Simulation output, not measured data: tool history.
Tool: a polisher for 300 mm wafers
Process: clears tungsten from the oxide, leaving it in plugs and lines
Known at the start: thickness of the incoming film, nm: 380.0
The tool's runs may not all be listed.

run  hour  flow of slurry (ml/min)  pressure of the wafer on the pad (kPa)  speed of the pad under the wafer (m/s)  abrasive content of the slurry  overpolish time after the end point (s)  time until the end point was called (s)
  1   0.0                      255                                    22.8                                     1.1                             1.0                                       14                                   79.181
  2   3.9                      255                                    23.4                                     1.1                             1.0                                       14                                   78.118
  3   7.1                      235                                    23.4                                     1.1                             1.0                                       14                                   78.273
  4  15.2                      235                                    23.4                                     1.1                             1.0                                       15                                   76.547
  5  18.9                      235                                    24.1                                     1.1                             1.0                                       15                                   76.254
  6  20.9                      235                                    24.8                                     1.1                             1.0                                       15                                   73.985
  7  24.6                      235                                    25.5                                     1.1                             1.0                                       15                                   72.669

Run 8 comes next. What will it give?
  8  26.7                      235                                    26.2                                     1.1                             1.0                                       15                                        ?

Run 8 gave time until the end point was called (s) 71.134.
